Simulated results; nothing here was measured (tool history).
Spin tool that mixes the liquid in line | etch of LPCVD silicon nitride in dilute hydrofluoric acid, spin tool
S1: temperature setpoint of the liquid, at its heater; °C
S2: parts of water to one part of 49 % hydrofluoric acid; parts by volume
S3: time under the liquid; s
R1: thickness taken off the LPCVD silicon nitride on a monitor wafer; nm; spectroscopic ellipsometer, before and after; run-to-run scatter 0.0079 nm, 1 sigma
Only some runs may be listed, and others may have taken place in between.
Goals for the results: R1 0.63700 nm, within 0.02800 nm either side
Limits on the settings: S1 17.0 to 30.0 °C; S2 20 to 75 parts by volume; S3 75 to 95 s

run 1 hour=0.0 | S1=22.0 S2=45 S3=95 | R1=1.04250
run 2 hour=3.0 | S1=24.5 S2=45 S3=95 | R1=1.23680
run 3 hour=8.2 | S1=22.5 S2=45 S3=95 | R1=1.11470
run 4 hour=11.7 | S1=26.0 S2=45 S3=95 | R1=1.40510
-- hour=16.7 hydrofluoric acid flow meter replaced
run 5 hour=16.7 | S1=23.5 S2=45 S3=95 | R1=1.09480
run 6 hour=21.3 | S1=23.5 S2=30 S3=95 | R1=1.63000
run 7 hour=24.7 | S1=21.5 S2=35 S3=95 | R1=1.20020
run 8 hour=26.3 | S1=20.0 S2=40 S3=95 | R1=0.96534
run 9 hour=32.5 | S1=19.0 S2=40 S3=95 | R1=0.89705
run 10 hour=39.6 | S1=18.5 S2=45 S3=95 | R1=0.78485
run 11 hour=42.0 | S1=18.0 S2=45 S3=95 | R1=0.73484
run 12 hour=42.9 | S1=17.5 S2=45 S3=95 | R1=0.71754
run 13 hour=49.7 | S1=17.0 S2=45 S3=95 | R1=0.68018

Exercise: of the 5 proposed moves below, exactly one satisfies all targets within the stated allowed misses. Which move is it?
run A hour=56.5 | S1=17.0 S2=40 S3=90 | R1=?
run B hour=56.5 | S1=17.5 S2=45 S3=85 | R1=?
run C hour=56.5 | S1=18.5 S2=45 S3=90 | R1=?
run D hour=56.5 | S1=19.0 S2=45 S3=85 | R1=?
run E hour=56.5 | S1=17.0 S2=50 S3=85 | R1=?

move=A R1=0.73956
move=B R1=0.64588
move=C R1=0.73396
move=D R1=0.71797
move=E R1=0.56292
A: moves away from the targets compared with the last run
B: every result lands within tolerance
C: moves away from the targets compared with the last run
D: moves away from the targets compared with the last run
E: moves the result that the last run missed by most past its target, out the other side
B is the move that brings every result within its allowed miss.
